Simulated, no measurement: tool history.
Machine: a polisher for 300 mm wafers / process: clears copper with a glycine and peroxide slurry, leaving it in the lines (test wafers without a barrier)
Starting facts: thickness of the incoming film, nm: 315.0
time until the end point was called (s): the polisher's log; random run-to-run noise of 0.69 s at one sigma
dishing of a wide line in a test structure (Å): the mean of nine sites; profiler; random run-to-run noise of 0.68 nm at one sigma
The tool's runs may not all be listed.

| run | hour | flow of slurry (ml/min) | pressure of the wafer on the pad (psi) | speed of the pad under the wafer (cm/s) | overpolish time after the end point (s) | time until the end point was called (s) | dishing of a wide line in a test structure (Å) |
|---|---|---|---|---|---|---|---|
| 1 | 0 | 315 | 1.7 | 104 | 21 | 99.676 | 450.16 |
| 2 | 2.6 | 315 | 1.7 | 104 | 25 | 99.284 | 516.18 |
| 3 | 8.6 | 315 | 1.7 | 104 | 30 | 97.898 | 579.83 |
| 4 | 17.3 | 315 | 1.7 | 118 | 30 | 92.631 | 611.8 |
| 5 | 25 | 315 | 1.8 | 118 | 29 | 88.482 | 633.62 |
| 6 | 29.1 | 315 | 1.9 | 118 | 28 | 83.169 | 614.59 |
| 7 | 30.6 | 320 | 2 | 118 | 26 | 81.597 | 612.49 |

The next listed run, before its measurement:
| 8 | 33 | 320 | 2 | 118 | 25 | ? | ? |

time until the end point was called (s): 83.384
dishing of a wide line in a test structure (Å): 599.94
